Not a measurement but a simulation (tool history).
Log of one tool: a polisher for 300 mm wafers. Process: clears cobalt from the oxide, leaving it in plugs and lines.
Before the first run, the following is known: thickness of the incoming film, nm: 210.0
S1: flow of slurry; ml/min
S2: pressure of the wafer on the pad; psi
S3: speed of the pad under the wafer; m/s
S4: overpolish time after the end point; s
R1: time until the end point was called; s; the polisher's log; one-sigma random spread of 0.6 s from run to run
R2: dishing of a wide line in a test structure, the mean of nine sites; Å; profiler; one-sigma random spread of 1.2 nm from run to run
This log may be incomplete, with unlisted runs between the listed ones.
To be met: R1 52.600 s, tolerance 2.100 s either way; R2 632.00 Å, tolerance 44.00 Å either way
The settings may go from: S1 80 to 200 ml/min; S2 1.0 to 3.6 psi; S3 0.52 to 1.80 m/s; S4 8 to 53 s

run  hour   S1   S2    S3  S4      R1      R2
  1   0.0  130  2.3  1.16  27  41.291  636.54
  2   7.5  125  2.2  1.16  28  43.752  635.35
  3  12.2  120  2.1  1.16  29  46.469  637.16
  4  13.0  115  2.1  1.16  29  46.360  616.57
  5  16.2  115  2.1  1.30  29  41.432  677.60
     18.0  -- worn pad replaced by a new one
  6  18.0  110  2.0  1.30  29  39.833  692.10
  7  22.1  110  2.0  1.30  29  40.063  658.01
  8  23.8  110  1.8  1.30  30  43.698  657.11
  9  29.4  110  1.7  1.30  31  46.044  672.89
 10  33.2  110  1.6  1.30  30  47.804  653.54
 11  39.6  110  1.5  1.30  30  50.061  634.34

Pick the move, out of 4, that brings all results within their allowed miss; only one does.
  A  46.0  105  1.8  1.24  25   ?   ?
  B  46.0  150  1.7  1.16  29   ?   ?
  C  46.0  110  1.4  1.42  31   ?   ?
  D  46.0  105  1.2  1.52  32   ?   ?

move      R1      R2
   A  45.782  606.01
   B  48.544  628.66
   C  48.999  641.84
   D  52.213  634.82
A: lands further from the targets than the last run did
B: lands further from the targets than the last run did
C: lands further from the targets than the last run did
D: every result within its allowed miss
D meets every target.

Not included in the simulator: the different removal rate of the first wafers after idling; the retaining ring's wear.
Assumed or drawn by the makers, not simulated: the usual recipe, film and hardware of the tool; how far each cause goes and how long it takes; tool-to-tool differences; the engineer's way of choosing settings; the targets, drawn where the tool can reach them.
